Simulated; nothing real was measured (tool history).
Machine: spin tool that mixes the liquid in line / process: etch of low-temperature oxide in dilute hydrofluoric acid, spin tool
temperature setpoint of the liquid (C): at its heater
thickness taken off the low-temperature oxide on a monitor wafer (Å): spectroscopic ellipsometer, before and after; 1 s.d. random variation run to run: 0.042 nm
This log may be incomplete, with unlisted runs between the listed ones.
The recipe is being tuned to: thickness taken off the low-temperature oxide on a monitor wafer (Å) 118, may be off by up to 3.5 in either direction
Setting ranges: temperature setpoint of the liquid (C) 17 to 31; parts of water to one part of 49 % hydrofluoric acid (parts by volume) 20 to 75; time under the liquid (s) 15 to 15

run  hour  temperature setpoint of the liquid (C)  parts of water to one part of 49 % hydrofluoric acid (parts by volume)  time under the liquid (s)  thickness taken off the low-temperature oxide on a monitor wafer (Å)
  1     0                                      23                                                                      45                         15                                                                50.652
  2   7.4                                      25                                                                      40                         15                                                                62.412
  3  14.1                                      25                                                                      30                         15                                                                84.657
  4  20.7                                    26.5                                                                      30                         15                                                                90.102
  5  29.3                                    27.5                                                                      30                         15                                                                93.756
  6  31.1                                    28.5                                                                      30                         15                                                                97.719
  7  39.8                                      31                                                                      25                         15                                                                131.02
  8  41.8                                    30.5                                                                      25                         15                                                                127.91
  9  48.4                                    30.5                                                                      25                         15                                                                127.49
 10  53.3                                      30                                                                      25                         15                                                                125.66
 11  61.8                                    29.5                                                                      25                         15                                                                122.65

Exactly one of the 4 candidate moves below puts every result within its allowed miss. Which one?
  A  70.3                                    26.5                                                                      25                         15                                                                     ?
  B  70.3                                    30.5                                                                      25                         15                                                                     ?
  C  70.3                                    27.5                                                                      25                         15                                                                     ?
  D  70.3                                    28.5                                                                      25                         15                                                                     ?

move  thickness taken off the low-temperature oxide on a monitor wafer (Å)
   A                                                                108.05
   B                                                                127.14
   C                                                                112.58
   D                                                                117.28
A: takes the result that was furthest off past its target
B: moves away from the targets compared with the last run
C: takes the result that was furthest off past its target
D: each result inside its tolerance
D meets every target.
